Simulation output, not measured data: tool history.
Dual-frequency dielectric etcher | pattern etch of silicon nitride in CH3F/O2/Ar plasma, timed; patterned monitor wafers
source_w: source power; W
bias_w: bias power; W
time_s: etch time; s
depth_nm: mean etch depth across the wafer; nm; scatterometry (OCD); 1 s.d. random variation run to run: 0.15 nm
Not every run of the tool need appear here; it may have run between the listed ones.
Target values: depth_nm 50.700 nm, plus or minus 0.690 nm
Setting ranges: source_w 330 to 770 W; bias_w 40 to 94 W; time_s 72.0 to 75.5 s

run  hour  source_w  bias_w  time_s  depth_nm
  1   0.0       550      67    72.0    55.433
  2   5.8       550      77    72.0    57.460
  3  11.0       510      76    72.0    55.991
  4  17.1       510      83    72.0    57.570
  5  21.5       510      83    72.0    57.526
  6  26.8       510      83    75.5    60.230
  7  31.8       470      80    75.5    58.651
  8  32.7       440      76    75.5    56.543
  9  40.1       420      74    75.5    55.700
 10  46.5       400      72    75.5    54.941
 11  53.2       390      70    75.5    54.454
 12  60.3       380      68    75.5    53.389
 13  64.4       370      67    75.5    53.067
 14  67.6       360      66    75.5    52.707
 15  74.1       350      65    75.5    51.872
 16  76.7       350      64    75.5    51.667

Next run, 5 choices. One meets every target within its allowed miss, the rest don't. Which?
  A  79.3       330      69    75.5         ?
  B  79.3       370      73    72.5         ?
  C  79.3       390      63    72.5         ?
  D  79.3       340      72    74.5         ?
  E  79.3       340      74    74.5         ?

move  depth_nm
   A    51.776
   B    51.672
   C    50.345
   D    51.975
   E    52.351
A: lands further from the targets than the last run did
B: about the same distance from the targets as the last run
C: meets every target
D: lands further from the targets than the last run did
E: lands further from the targets than the last run did
Correct choice: C, which meets every target
